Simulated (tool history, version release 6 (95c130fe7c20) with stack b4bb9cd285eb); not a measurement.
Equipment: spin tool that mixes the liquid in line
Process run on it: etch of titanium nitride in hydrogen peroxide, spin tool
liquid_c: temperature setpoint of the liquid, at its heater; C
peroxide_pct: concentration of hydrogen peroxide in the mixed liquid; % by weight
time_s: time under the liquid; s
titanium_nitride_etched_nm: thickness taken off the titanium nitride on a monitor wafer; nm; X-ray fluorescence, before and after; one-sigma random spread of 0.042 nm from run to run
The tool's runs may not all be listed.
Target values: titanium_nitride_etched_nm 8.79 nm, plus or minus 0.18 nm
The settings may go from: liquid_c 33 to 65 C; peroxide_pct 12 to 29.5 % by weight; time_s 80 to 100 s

run	hour	liquid_c	peroxide_pct	time_s	titanium_nitride_etched_nm
1	0	49	20	100	6.0896
2	5.5	49	20	80	4.8685
3	11.1	50	20	80	5.2889
4	15.4	51	20	80	5.7011
5	22.5	51	20	100	7.0311
6	23.9	51	17.5	100	6.8116
7	28.4	51.5	17.5	100	7.0864
8	31.7	52	17.5	100	7.3423
9	34	52	17.5	100	7.3296
10	40.5	55	17.5	100	9.0487

Which of these 4 next moves meets every target?
A	47	54.5	17	100	?
B	47	56.5	19.5	95	?
C	47	55	18.5	100	?
D	47	56	17.5	95	?

move	titanium_nitride_etched_nm
A	8.6938
B	9.7786
C	9.1674
D	9.2293
A: every result lands within tolerance
B: further off than the last run
C: further off than the last run
D: further off than the last run
So the answer is move A, the one that meets all the targets.
